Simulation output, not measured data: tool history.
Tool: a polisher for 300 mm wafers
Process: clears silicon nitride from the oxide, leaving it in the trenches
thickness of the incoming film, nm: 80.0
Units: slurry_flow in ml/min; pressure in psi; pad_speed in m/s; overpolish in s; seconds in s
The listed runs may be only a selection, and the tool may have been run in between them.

run	hour	slurry_flow	pressure	pad_speed	overpolish	seconds
1	0.0	210	2.5	0.92	13	147.95
2	4.1	210	3.0	0.92	13	124.17
3	7.4	210	2.6	0.88	13	152.15
4	14.3	210	2.6	0.66	13	196.13
5	16.4	210	3.0	0.66	13	174.49
6	21.3	240	3.0	0.66	13	169.84
7	22.7	240	2.7	0.64	13	194.19
8	24.4	240	2.5	0.64	13	203.93
9	26.8	240	2.5	0.64	13	202.88
10	31.0	240	2.3	0.64	13	220.40

For run 11, what comes out?
11	34.4	240	2.2	0.64	13	?

Logged for run 11: seconds 222.09 s.
